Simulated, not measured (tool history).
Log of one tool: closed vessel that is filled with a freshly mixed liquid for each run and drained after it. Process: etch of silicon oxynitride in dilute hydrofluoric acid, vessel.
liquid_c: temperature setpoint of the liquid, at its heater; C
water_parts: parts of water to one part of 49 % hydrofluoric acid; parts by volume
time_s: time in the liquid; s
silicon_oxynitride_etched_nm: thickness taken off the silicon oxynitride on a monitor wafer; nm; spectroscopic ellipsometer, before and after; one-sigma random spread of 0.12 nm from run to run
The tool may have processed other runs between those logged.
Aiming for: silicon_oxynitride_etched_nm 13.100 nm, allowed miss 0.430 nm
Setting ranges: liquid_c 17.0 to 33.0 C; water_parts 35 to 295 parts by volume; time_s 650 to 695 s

run  hour  liquid_c  water_parts  time_s  silicon_oxynitride_etched_nm
  1   0.0      25.0          165     650                        15.236
  2   1.2      24.5          165     650                        15.057
  3   1.9      24.5          165     695                        15.843
  4   2.5      24.5          165     695                        15.955
  5   7.9      24.0          165     695                        15.497
  6  16.6      23.5          165     695                        15.033
  7  21.3      23.0          165     695                        15.055
  8  22.0      22.5          165     695                        14.620
  9  25.9      22.0          165     695                        14.381
 10  28.6      21.5          165     695                        14.095

5 next moves are on the table. One of them brings every result within its allowed miss. Which?
  A  31.3      22.5          160     695                             ?
  B  31.3      20.5          160     660                             ?
  C  31.3      22.5          150     650                             ?
  D  31.3      21.0          150     695                             ?
  E  31.3      23.0          160     670                             ?

move  silicon_oxynitride_etched_nm
   A                        14.963
   B                        12.942
   C                        15.039
   D                        14.989
   E                        14.761
A: the biggest miss grows against the last run
B: all results in spec
C: the biggest miss grows against the last run
D: the biggest miss grows against the last run
E: the biggest miss grows against the last run
So the answer is move B, the one that meets all the targets.
